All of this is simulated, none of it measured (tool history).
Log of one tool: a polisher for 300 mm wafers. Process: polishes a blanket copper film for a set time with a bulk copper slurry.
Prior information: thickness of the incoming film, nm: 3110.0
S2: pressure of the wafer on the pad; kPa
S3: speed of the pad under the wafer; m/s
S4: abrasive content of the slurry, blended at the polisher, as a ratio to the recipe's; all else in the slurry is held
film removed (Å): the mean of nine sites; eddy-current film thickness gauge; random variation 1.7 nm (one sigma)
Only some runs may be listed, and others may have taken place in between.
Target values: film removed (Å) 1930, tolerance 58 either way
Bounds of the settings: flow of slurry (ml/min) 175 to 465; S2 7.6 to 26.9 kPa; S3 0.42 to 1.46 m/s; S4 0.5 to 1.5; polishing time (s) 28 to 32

{"run": 1, "hour": 0.0, "flow of slurry (ml/min)": 295, "S2": 17.2, "S3": 0.94, "S4": 1, "polishing time (s)": 32, "film removed (Å)": 2270.4}
{"run": 2, "hour": 5.4, "flow of slurry (ml/min)": 350, "S2": 17.2, "S3": 0.94, "S4": 1, "polishing time (s)": 32, "film removed (Å)": 2322.3}
{"run": 3, "hour": 11.8, "flow of slurry (ml/min)": 305, "S2": 17.2, "S3": 0.94, "S4": 1, "polishing time (s)": 32, "film removed (Å)": 2291.7}
{"run": 4, "hour": 14.0, "flow of slurry (ml/min)": 305, "S2": 13.1, "S3": 0.94, "S4": 1, "polishing time (s)": 32, "film removed (Å)": 1784.9}
{"run": 5, "hour": 16.8, "flow of slurry (ml/min)": 305, "S2": 11, "S3": 0.94, "S4": 1, "polishing time (s)": 32, "film removed (Å)": 1509}
{"run": 6, "hour": 19.0, "flow of slurry (ml/min)": 305, "S2": 11.7, "S3": 0.94, "S4": 1, "polishing time (s)": 32, "film removed (Å)": 1611.1}
{"run": 7, "hour": 22.5, "flow of slurry (ml/min)": 305, "S2": 12.4, "S3": 0.94, "S4": 1, "polishing time (s)": 32, "film removed (Å)": 1692.8}
{"run": 8, "hour": 24.6, "flow of slurry (ml/min)": 305, "S2": 13.1, "S3": 0.94, "S4": 1, "polishing time (s)": 32, "film removed (Å)": 1761.9}
{"run": 9, "hour": 33.5, "flow of slurry (ml/min)": 310, "S2": 15.2, "S3": 0.94, "S4": 1, "polishing time (s)": 32, "film removed (Å)": 2038.8}

Which of these 5 next moves meets every target?
{"run": "A", "hour": 42.4, "flow of slurry (ml/min)": 330, "S2": 15.9, "S3": 0.82, "S4": 0.9, "polishing time (s)": 31, "film removed (Å)": "?"}
{"run": "B", "hour": 42.4, "flow of slurry (ml/min)": 345, "S2": 14.5, "S3": 0.96, "S4": 0.75, "polishing time (s)": 32, "film removed (Å)": "?"}
{"run": "C", "hour": 42.4, "flow of slurry (ml/min)": 220, "S2": 15.9, "S3": 0.88, "S4": 1.1, "polishing time (s)": 29, "film removed (Å)": "?"}
{"run": "D", "hour": 42.4, "flow of slurry (ml/min)": 315, "S2": 13.8, "S3": 0.9, "S4": 1, "polishing time (s)": 32, "film removed (Å)": "?"}
{"run": "E", "hour": 42.4, "flow of slurry (ml/min)": 315, "S2": 13.1, "S3": 1.16, "S4": 1.1, "polishing time (s)": 32, "film removed (Å)": "?"}

move=A film_removed_(Å)=1795.1
move=B film_removed_(Å)=1893.3
move=C film_removed_(Å)=1780
move=D film_removed_(Å)=1789.5
move=E film_removed_(Å)=2186.9
A: carries the result that was furthest off beyond its target, to the other side
B: all results land within tolerance of their targets
C: carries the result that was furthest off beyond its target, to the other side
D: carries the result that was furthest off beyond its target, to the other side
E: further off than the last run
Move B is the one to make.
